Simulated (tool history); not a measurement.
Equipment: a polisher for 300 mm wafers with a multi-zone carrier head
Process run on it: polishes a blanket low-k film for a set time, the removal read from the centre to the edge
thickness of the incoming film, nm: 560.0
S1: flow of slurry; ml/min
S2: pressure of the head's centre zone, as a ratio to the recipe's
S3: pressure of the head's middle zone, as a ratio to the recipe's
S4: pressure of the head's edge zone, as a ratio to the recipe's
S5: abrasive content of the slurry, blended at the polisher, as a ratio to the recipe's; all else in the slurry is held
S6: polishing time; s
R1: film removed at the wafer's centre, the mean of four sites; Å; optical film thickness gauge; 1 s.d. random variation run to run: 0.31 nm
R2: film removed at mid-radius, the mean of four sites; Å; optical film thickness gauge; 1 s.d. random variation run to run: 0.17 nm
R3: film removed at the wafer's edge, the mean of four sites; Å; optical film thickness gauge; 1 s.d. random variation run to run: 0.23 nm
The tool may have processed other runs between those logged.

| run | hour | S1 | S2 | S3 | S4 | S5 | S6 | R1 | R2 | R3 |
|---|---|---|---|---|---|---|---|---|---|---|
| 1 | 0 | 255 | 1 | 1 | 1 | 1 | 49 | 206.43 | 202.25 | 207.86 |
| 2 | 1.4 | 270 | 1.06 | 1.01 | 1.05 | 1.1 | 49 | 224.19 | 212 | 221.25 |
| 3 | 6.1 | 285 | 1.1 | 1 | 1.06 | 1.25 | 49 | 244.5 | 219.22 | 232.97 |
| 4 | 10.4 | 285 | 1.1 | 1 | 1.1 | 1.25 | 49 | 244.84 | 216.63 | 236.58 |
| 5 | 16.2 | 285 | 1.1 | 1 | 1.1 | 1.45 | 49 | 250.44 | 225.21 | 248.1 |
| 6 | 19.3 | 285 | 1.1 | 1 | 1.03 | 1.45 | 49 | 254.8 | 228.1 | 236.91 |
| 7 | 25 | 305 | 1.13 | 1.01 | 1.06 | 1.45 | 50 | 263.31 | 234.8 | 245.52 |

Run 8 is up next; what results do you expect?
| 8 | 29.7 | 300 | 1.15 | 1 | 1.06 | 1.45 | 51 | ? | ? | ? |

Run 8 measured R1 282.43 Å, R2 237.94 Å, R3 249.29 Å.

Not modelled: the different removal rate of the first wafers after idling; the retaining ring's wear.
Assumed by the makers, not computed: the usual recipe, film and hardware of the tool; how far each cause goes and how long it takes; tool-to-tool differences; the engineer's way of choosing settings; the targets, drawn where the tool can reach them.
